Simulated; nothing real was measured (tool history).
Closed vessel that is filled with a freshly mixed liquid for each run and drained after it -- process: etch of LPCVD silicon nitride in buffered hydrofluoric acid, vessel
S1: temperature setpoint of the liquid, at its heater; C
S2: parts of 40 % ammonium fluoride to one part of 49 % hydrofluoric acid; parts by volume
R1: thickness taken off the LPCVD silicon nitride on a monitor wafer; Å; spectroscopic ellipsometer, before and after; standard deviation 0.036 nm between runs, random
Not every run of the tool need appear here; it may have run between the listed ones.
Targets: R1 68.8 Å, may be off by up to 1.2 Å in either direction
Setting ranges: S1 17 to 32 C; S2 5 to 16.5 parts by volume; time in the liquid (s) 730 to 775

{"run": 1, "hour": 0.0, "S1": 24, "S2": 10, "time in the liquid (s)": 730, "R1": 93.437}
{"run": 2, "hour": 8.9, "S1": 24, "S2": 10, "time in the liquid (s)": 775, "R1": 98.92}
{"run": 3, "hour": 14.9, "S1": 24, "S2": 10, "time in the liquid (s)": 730, "R1": 93.897}
{"run": 4, "hour": 19.8, "S1": 22.5, "S2": 10, "time in the liquid (s)": 730, "R1": 86.065}
{"run": 5, "hour": 21.4, "S1": 22.5, "S2": 10, "time in the liquid (s)": 775, "R1": 91.05}
{"run": 6, "hour": 22.2, "S1": 25, "S2": 10, "time in the liquid (s)": 775, "R1": 103.57}
{"run": 7, "hour": 28.9, "S1": 25, "S2": 10, "time in the liquid (s)": 775, "R1": 104}
{"run": 8, "hour": 36.2, "S1": 21, "S2": 10, "time in the liquid (s)": 775, "R1": 83.693}
{"run": 9, "hour": 37.4, "S1": 20, "S2": 10, "time in the liquid (s)": 775, "R1": 80.07}
{"run": 10, "hour": 41.1, "S1": 19, "S2": 10, "time in the liquid (s)": 775, "R1": 75.167}
{"run": 11, "hour": 47.2, "S1": 17, "S2": 10, "time in the liquid (s)": 775, "R1": 66.875}

Which one of the following 5 next-run settings gets every result inside its allowed miss? There is exactly one.
{"run": "A", "hour": 53.3, "S1": 19, "S2": 11, "time in the liquid (s)": 735, "R1": "?"}
{"run": "B", "hour": 53.3, "S1": 17, "S2": 9.5, "time in the liquid (s)": 735, "R1": "?"}
{"run": "C", "hour": 53.3, "S1": 18.5, "S2": 10.5, "time in the liquid (s)": 770, "R1": "?"}
{"run": "D", "hour": 53.3, "S1": 17.5, "S2": 10.5, "time in the liquid (s)": 740, "R1": "?"}
{"run": "E", "hour": 53.3, "S1": 17.5, "S2": 10.5, "time in the liquid (s)": 750, "R1": "?"}

move=A R1=64.905
move=B R1=65.674
move=C R1=69.171
move=D R1=62.809
move=E R1=63.658
A: further off than the last run
B: further off than the last run
C: each result inside its tolerance
D: further off than the last run
E: further off than the last run
C is the move that brings every result within its allowed miss.
